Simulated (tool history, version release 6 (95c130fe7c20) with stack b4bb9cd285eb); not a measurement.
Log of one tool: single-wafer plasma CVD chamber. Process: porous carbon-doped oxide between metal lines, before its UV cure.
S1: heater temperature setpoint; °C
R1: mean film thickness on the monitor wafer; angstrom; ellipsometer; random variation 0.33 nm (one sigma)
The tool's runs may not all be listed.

Run 1, hour 0: S1 280 °C, RF power (kW) 0.39, deposition time (s) 13.8. Result: R1 686.38 angstrom.
Run 2, hour 7.1: S1 288 °C, RF power (kW) 0.39, deposition time (s) 13.8. Result: R1 655.23 angstrom.
Run 3, hour 10.3: S1 293 °C, RF power (kW) 0.39, deposition time (s) 13.8. Result: R1 641.61 angstrom.
Run 4, hour 14.1: S1 293 °C, RF power (kW) 0.39, deposition time (s) 13.8. Result: R1 636.17 angstrom.
Run 5, hour 22: S1 294 °C, RF power (kW) 0.385, deposition time (s) 13.8. Result: R1 625.56 angstrom.
Run 6, hour 30: S1 295 °C, RF power (kW) 0.38, deposition time (s) 13.8. Result: R1 617.05 angstrom.
Run 7, hour 38.4: S1 296 °C, RF power (kW) 0.38, deposition time (s) 13.8. Result: R1 610.44 angstrom.
Run 8, hour 39.5: S1 297 °C, RF power (kW) 0.38, deposition time (s) 13.8. Result: R1 614.27 angstrom.
Run 9, hour 46.8: S1 298 °C, RF power (kW) 0.375, deposition time (s) 13.8. Result: R1 605.33 angstrom.
Run 10, hour 52.7: S1 299 °C, RF power (kW) 0.375, deposition time (s) 13.8. Result: R1 593.38 angstrom.
Run 11, hour 54.1: S1 300 °C, RF power (kW) 0.375, deposition time (s) 13.8. Result: R1 590.01 angstrom.

Forecast run 12:
At hour 58.1: thermocouple changed; heater temperature recalibrated.
Run 12, hour 58.1: S1 302 °C, RF power (kW) 0.375, deposition time (s) 13.8. Result: R1 ?.

{"run 12": {"R1": 603.41}}
